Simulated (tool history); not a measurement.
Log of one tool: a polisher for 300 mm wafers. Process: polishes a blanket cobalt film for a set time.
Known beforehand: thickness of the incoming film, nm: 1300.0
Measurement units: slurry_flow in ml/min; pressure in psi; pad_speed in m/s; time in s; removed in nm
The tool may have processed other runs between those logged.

Run 1, hour 0.0: slurry_flow 200 ml/min, pressure 1.6 psi, pad_speed 1.02 m/s, time 33 s. Result: removed 165.77 nm.
Run 2, hour 2.6: slurry_flow 210 ml/min, pressure 1.7 psi, pad_speed 1.02 m/s, time 33 s. Result: removed 177.09 nm.
Run 3, hour 4.8: slurry_flow 210 ml/min, pressure 1.7 psi, pad_speed 1.02 m/s, time 28 s. Result: removed 148.37 nm.
Run 4, hour 10.2: slurry_flow 210 ml/min, pressure 1.7 psi, pad_speed 1.02 m/s, time 28 s. Result: removed 150.18 nm.
Run 5, hour 18.9: slurry_flow 210 ml/min, pressure 1.9 psi, pad_speed 1.02 m/s, time 28 s. Result: removed 166.31 nm.
Run 6, hour 22.4: slurry_flow 210 ml/min, pressure 1.9 psi, pad_speed 0.80 m/s, time 28 s. Result: removed 132.70 nm.
Run 7, hour 28.6: slurry_flow 210 ml/min, pressure 2.1 psi, pad_speed 0.86 m/s, time 28 s. Result: removed 155.37 nm.

Estimate the outcome of run 8 from the log above:
Run 8, hour 33.6: slurry_flow 210 ml/min, pressure 2.2 psi, pad_speed 0.92 m/s, time 28 s. Result: removed ?.

removed: 175.84 nm
